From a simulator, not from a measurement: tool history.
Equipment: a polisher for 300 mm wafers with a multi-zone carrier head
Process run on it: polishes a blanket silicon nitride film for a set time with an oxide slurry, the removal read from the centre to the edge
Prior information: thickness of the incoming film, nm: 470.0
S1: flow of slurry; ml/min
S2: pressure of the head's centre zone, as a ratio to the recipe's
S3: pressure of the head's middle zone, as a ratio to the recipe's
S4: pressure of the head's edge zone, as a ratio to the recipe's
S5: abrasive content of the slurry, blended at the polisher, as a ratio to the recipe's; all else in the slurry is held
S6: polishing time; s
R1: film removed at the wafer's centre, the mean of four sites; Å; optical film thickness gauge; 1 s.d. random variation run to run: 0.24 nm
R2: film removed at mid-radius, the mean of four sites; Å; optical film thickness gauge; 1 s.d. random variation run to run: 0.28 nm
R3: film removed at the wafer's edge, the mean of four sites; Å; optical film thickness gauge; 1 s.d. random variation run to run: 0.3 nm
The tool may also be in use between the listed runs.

run	hour	S1	S2	S3	S4	S5	S6	R1	R2	R3
1	0	285	1	1	1	1	45	534.39	508.71	529.52
2	7.4	265	0.94	1.01	1	0.85	37	370.76	379.12	388.09
3	10.8	265	0.91	1.01	1	0.85	37	358.24	378.42	382.72
4	18.3	265	0.91	0.94	1	0.85	37	348.05	360.37	385.81
5	25.2	245	0.88	0.97	1.02	0.75	34	290.83	315.86	325.02
6	32.2	245	0.88	0.97	1.02	0.85	34	316.88	337.76	360.89
7	36.6	210	0.81	1	1.09	0.6	25	161.57	200.16	213.31

Run 8, settings as shown, results not yet in. Your forecast:
8	42.8	245	0.82	1.02	1.08	0.6	25	?	?	?

Run 8 gave R1 175.04 Å, R2 203.06 Å, R3 214.49 Å.

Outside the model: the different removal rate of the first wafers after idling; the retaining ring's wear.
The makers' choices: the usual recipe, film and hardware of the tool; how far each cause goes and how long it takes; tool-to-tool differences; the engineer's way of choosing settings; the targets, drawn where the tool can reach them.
